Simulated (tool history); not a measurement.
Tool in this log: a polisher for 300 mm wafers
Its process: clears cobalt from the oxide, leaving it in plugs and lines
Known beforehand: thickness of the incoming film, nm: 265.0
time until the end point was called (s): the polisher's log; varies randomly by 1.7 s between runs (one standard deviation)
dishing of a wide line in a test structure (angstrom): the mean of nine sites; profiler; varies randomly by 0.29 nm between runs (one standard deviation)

run	day	flow of slurry (ml/min)	pressure of the wafer on the pad (kPa)	speed of the pad under the wafer (m/s)	overpolish time after the end point (s)	time until the end point was called (s)	dishing of a wide line in a test structure (angstrom)
1	0	290	9.7	0.98	27	68.6	190.2
2	0.242	290	9.7	0.98	37	70.778	196.5
3	0.446	285	9	0.98	32	73.474	186.61
4	0.621	265	8.3	1	28	77.476	190.03
5	0.758	265	9.7	1	28	67.682	188.97
6	1.062	265	9.7	0.78	28	85.957	194.15
7	1.408	300	9	0.84	24	80.396	177.52

Forecast run 8:
# day 1.504: head pressure recalibrated
8	1.504	325	8.3	0.84	21	?	?

{"run 8": {"time until the end point was called (s)": 92.008, "dishing of a wide line in a test structure (angstrom)": 175.68}}

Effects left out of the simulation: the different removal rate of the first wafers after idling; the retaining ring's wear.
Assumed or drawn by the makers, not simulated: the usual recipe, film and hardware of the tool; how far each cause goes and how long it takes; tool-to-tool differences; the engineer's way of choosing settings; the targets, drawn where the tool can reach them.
